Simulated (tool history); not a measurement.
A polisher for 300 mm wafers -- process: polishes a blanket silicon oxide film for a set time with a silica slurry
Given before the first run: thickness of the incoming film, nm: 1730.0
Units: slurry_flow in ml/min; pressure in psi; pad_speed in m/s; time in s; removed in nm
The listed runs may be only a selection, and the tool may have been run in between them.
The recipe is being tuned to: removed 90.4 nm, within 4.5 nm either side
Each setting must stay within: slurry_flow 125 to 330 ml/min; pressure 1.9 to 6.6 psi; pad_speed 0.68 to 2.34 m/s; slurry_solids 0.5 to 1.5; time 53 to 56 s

Run 1, day 0: slurry_flow 210 ml/min, pressure 4.2 psi, pad_speed 1.5 m/s, slurry_solids 1, time 53 s. Result: removed 212.02 nm.
Run 2, day 0.358: slurry_flow 210 ml/min, pressure 4.2 psi, pad_speed 1.5 m/s, slurry_solids 1.1, time 53 s. Result: removed 222.92 nm.
Run 3, day 0.704: slurry_flow 210 ml/min, pressure 4.2 psi, pad_speed 1.3 m/s, slurry_solids 1.1, time 53 s. Result: removed 212.28 nm.
Run 4, day 1.046: slurry_flow 180 ml/min, pressure 4.2 psi, pad_speed 1.3 m/s, slurry_solids 1.1, time 53 s. Result: removed 211.05 nm.
Run 5, day 1.288: slurry_flow 180 ml/min, pressure 5.2 psi, pad_speed 1.3 m/s, slurry_solids 1.1, time 53 s. Result: removed 253.7 nm.
Run 6, day 1.479: slurry_flow 180 ml/min, pressure 4.8 psi, pad_speed 1.24 m/s, slurry_solids 1.05, time 53 s. Result: removed 221.08 nm.
Run 7, day 1.658: slurry_flow 180 ml/min, pressure 4.5 psi, pad_speed 1.18 m/s, slurry_solids 1.05, time 53 s. Result: removed 204.58 nm.
Run 8, day 1.996: slurry_flow 180 ml/min, pressure 4.5 psi, pad_speed 1.18 m/s, slurry_solids 1.05, time 53 s. Result: removed 209.32 nm.
Run 9, day 2.238: slurry_flow 180 ml/min, pressure 4.5 psi, pad_speed 1.18 m/s, slurry_solids 1.05, time 53 s. Result: removed 200.53 nm.
Run 10, day 2.3: slurry_flow 180 ml/min, pressure 4.2 psi, pad_speed 1.12 m/s, slurry_solids 1.05, time 53 s. Result: removed 188.38 nm.
Run 11, day 2.583: slurry_flow 180 ml/min, pressure 4 psi, pad_speed 1.08 m/s, slurry_solids 1.05, time 53 s. Result: removed 177.33 nm.
Run 12, day 2.671: slurry_flow 180 ml/min, pressure 3.8 psi, pad_speed 1.04 m/s, slurry_solids 1.05, time 53 s. Result: removed 168.47 nm.
Run 13, day 2.954: slurry_flow 180 ml/min, pressure 3.6 psi, pad_speed 1 m/s, slurry_solids 1.05, time 53 s. Result: removed 155.97 nm.
Run 14, day 3.146: slurry_flow 180 ml/min, pressure 3.4 psi, pad_speed 0.96 m/s, slurry_solids 1.05, time 53 s. Result: removed 143.76 nm.
Run 15, day 3.504: slurry_flow 180 ml/min, pressure 3.2 psi, pad_speed 0.94 m/s, slurry_solids 1.05, time 53 s. Result: removed 134.48 nm.
Run 16, day 3.704: slurry_flow 180 ml/min, pressure 3.1 psi, pad_speed 0.92 m/s, slurry_solids 1.05, time 53 s. Result: removed 131.03 nm.

Which of these 5 next moves meets every target?
Run A, day 3.904: slurry_flow 170 ml/min, pressure 2.8 psi, pad_speed 0.7 m/s, slurry_solids 1.05, time 53 s. Result: removed ?.
Run B, day 3.904: slurry_flow 150 ml/min, pressure 2.6 psi, pad_speed 0.68 m/s, slurry_solids 1.1, time 53 s. Result: removed ?.
Run C, day 3.904: slurry_flow 180 ml/min, pressure 2.1 psi, pad_speed 0.86 m/s, slurry_solids 1.1, time 53 s. Result: removed ?.
Run D, day 3.904: slurry_flow 185 ml/min, pressure 2.4 psi, pad_speed 0.9 m/s, slurry_solids 1.1, time 53 s. Result: removed ?.
Run E, day 3.904: slurry_flow 175 ml/min, pressure 2.5 psi, pad_speed 0.88 m/s, slurry_solids 0.95, time 53 s. Result: removed ?.

move  removed
   A   106.06
   B   98.654
   C   89.883
   D   104.12
   E   97.202
A: nearer than the last run, and not there yet
B: nearer than the last run, and not there yet
C: all results land within tolerance of their targets
D: nearer than the last run, and not there yet
E: nearer than the last run, and not there yet
Answer: C
